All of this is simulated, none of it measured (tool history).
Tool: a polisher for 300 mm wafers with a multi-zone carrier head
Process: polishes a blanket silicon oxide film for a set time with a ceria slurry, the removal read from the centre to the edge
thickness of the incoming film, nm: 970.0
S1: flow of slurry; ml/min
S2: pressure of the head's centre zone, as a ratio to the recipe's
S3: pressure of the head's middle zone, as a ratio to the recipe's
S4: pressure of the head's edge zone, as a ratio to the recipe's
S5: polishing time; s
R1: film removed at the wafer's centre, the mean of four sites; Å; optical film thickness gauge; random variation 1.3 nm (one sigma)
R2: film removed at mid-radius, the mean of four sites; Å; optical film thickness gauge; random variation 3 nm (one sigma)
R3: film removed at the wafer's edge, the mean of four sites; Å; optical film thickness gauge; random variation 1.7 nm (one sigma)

| run | hour | S1 | S2 | S3 | S4 | S5 | R1 | R2 | R3 |
|---|---|---|---|---|---|---|---|---|---|
| 1 | 0.0 | 190 | 1.00 | 1.00 | 1.00 | 42 | 3274.0 | 3346.7 | 3287.1 |
| 2 | 4.1 | 190 | 1.08 | 1.00 | 1.00 | 42 | 3511.4 | 3378.8 | 3284.8 |
| 3 | 7.0 | 185 | 1.05 | 0.99 | 0.96 | 37 | 3041.4 | 2859.2 | 2849.7 |
| 4 | 14.1 | 185 | 1.02 | 1.01 | 0.93 | 34 | 2697.6 | 2695.8 | 2585.5 |
| 5 | 16.8 | 185 | 1.01 | 1.01 | 0.90 | 32 | 2491.2 | 2499.2 | 2367.3 |
| 6 | 19.0 | 185 | 1.00 | 1.00 | 0.88 | 31 | 2402.1 | 2484.2 | 2296.1 |
| 7 | 23.4 | 180 | 0.99 | 0.98 | 0.87 | 30 | 2276.9 | 2328.8 | 2188.8 |

Forecast run 8:
| 8 | 27.1 | 170 | 0.99 | 0.97 | 0.85 | 30 | ? | ? | ? |

Run 8 gave R1 2244.7 Å, R2 2331.3 Å, R3 2108.5 Å.
